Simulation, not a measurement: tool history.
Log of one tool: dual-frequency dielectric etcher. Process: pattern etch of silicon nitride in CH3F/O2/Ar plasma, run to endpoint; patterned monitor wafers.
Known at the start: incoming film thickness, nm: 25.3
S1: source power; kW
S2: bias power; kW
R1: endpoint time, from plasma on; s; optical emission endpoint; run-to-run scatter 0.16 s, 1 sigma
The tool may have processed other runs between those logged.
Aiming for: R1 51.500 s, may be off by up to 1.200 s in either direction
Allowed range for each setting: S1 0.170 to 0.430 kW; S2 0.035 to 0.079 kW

run 1 day=0.000 | S1=0.300 S2=0.057 | R1=43.943
run 2 day=0.371 | S1=0.340 S2=0.057 | R1=41.973
run 3 day=0.483 | S1=0.390 S2=0.057 | R1=39.473
run 4 day=0.800 | S1=0.390 S2=0.061 | R1=38.752
run 5 day=0.988 | S1=0.370 S2=0.060 | R1=39.858
run 6 day=1.133 | S1=0.370 S2=0.069 | R1=38.484
run 7 day=1.346 | S1=0.350 S2=0.067 | R1=39.794
run 8 day=1.725 | S1=0.330 S2=0.065 | R1=41.348
run 9 day=1.767 | S1=0.310 S2=0.064 | R1=42.261
run 10 day=2.125 | S1=0.250 S2=0.053 | R1=48.328

Which one of the following 4 next-run settings gets every result inside its allowed miss? There is exactly one.
run A day=2.483 | S1=0.230 S2=0.039 | R1=?
run B day=2.483 | S1=0.200 S2=0.060 | R1=?
run C day=2.483 | S1=0.260 S2=0.050 | R1=?
run D day=2.483 | S1=0.190 S2=0.052 | R1=?

move=A R1=53.268
move=B R1=51.719
move=C R1=47.988
move=D R1=54.720
A: takes the result that was furthest off past its target
B: hits every target within its allowed miss
C: lands further from the targets than the last run did
D: takes the result that was furthest off past its target
Correct choice: B, which meets every target
